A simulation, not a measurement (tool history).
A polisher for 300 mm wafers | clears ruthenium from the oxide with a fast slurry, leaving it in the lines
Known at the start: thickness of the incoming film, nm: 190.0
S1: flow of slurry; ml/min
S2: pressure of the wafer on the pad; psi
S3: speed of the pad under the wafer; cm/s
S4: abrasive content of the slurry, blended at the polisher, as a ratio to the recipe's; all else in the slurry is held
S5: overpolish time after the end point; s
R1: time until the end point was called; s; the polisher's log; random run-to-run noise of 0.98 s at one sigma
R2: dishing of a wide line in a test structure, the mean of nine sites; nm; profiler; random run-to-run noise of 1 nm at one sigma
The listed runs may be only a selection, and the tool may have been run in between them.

Run 1, hour 0: S1 175 ml/min, S2 3.5 psi, S3 96 cm/s, S4 1, S5 26 s. Result: R1 49.941 s, R2 61.312 nm.
Run 2, hour 3.7: S1 175 ml/min, S2 3.5 psi, S3 82 cm/s, S4 1, S5 26 s. Result: R1 59.328 s, R2 59.098 nm.
Run 3, hour 9: S1 175 ml/min, S2 3.3 psi, S3 82 cm/s, S4 1, S5 28 s. Result: R1 61.156 s, R2 56.87 nm.
Run 4, hour 10.3: S1 140 ml/min, S2 3.3 psi, S3 82 cm/s, S4 1, S5 28 s. Result: R1 62.592 s, R2 55.255 nm.
Run 5, hour 16.6: S1 140 ml/min, S2 3.2 psi, S3 80 cm/s, S4 1, S5 31 s. Result: R1 66.531 s, R2 58.655 nm.
Run 6, hour 25.2: S1 140 ml/min, S2 3.1 psi, S3 80 cm/s, S4 1, S5 32 s. Result: R1 69.104 s, R2 57.855 nm.
Run 7, hour 31.8: S1 140 ml/min, S2 3 psi, S3 80 cm/s, S4 1, S5 33 s. Result: R1 72.713 s, R2 57.505 nm.
Run 8, hour 35.5: S1 140 ml/min, S2 3 psi, S3 80 cm/s, S4 1, S5 34 s. Result: R1 71.994 s, R2 56.491 nm.
Run 9, hour 40.6: S1 140 ml/min, S2 3 psi, S3 80 cm/s, S4 1, S5 36 s. Result: R1 72.556 s, R2 59.466 nm.

Run 10 has not been measured yet. What should we expect?
Run 10, hour 46.9: S1 140 ml/min, S2 3 psi, S3 80 cm/s, S4 1, S5 37 s. Result: R1 ?, R2 ?.

R1: 71.117 s
R2: 63.367 nm
